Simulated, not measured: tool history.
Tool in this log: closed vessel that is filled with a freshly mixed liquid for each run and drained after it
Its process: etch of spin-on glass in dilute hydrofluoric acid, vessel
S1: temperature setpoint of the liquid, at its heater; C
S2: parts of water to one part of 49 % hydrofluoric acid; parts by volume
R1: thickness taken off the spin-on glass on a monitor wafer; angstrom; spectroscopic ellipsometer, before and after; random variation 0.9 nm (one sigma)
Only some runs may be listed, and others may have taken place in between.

{"run": 1, "day": 0.0, "S1": 25.0, "S2": 155, "time in the liquid (s)": 380, "R1": 838.8}
{"run": 2, "day": 0.283, "S1": 25.0, "S2": 155, "time in the liquid (s)": 400, "R1": 884.66}
{"run": 3, "day": 0.388, "S1": 27.5, "S2": 145, "time in the liquid (s)": 400, "R1": 1058.1}
{"run": 4, "day": 0.717, "S1": 27.5, "S2": 145, "time in the liquid (s)": 380, "R1": 1002.7}
{"run": 5, "day": 0.925, "S1": 29.5, "S2": 140, "time in the liquid (s)": 380, "R1": 1121.2}
{"run": 6, "day": 1.246, "S1": 29.5, "S2": 170, "time in the liquid (s)": 380, "R1": 891.24}
{"run": 7, "day": 1.367, "S1": 33.0, "S2": 115, "time in the liquid (s)": 380, "R1": 1611.9}
{"run": 8, "day": 1.521, "S1": 32.0, "S2": 115, "time in the liquid (s)": 380, "R1": 1539.5}
{"run": 9, "day": 1.812, "S1": 31.5, "S2": 115, "time in the liquid (s)": 380, "R1": 1520.8}

For run 10, what comes out?
{"run": 10, "day": 1.842, "S1": 31.0, "S2": 115, "time in the liquid (s)": 380, "R1": "?"}

{"run 10": {"R1": 1487.8}}
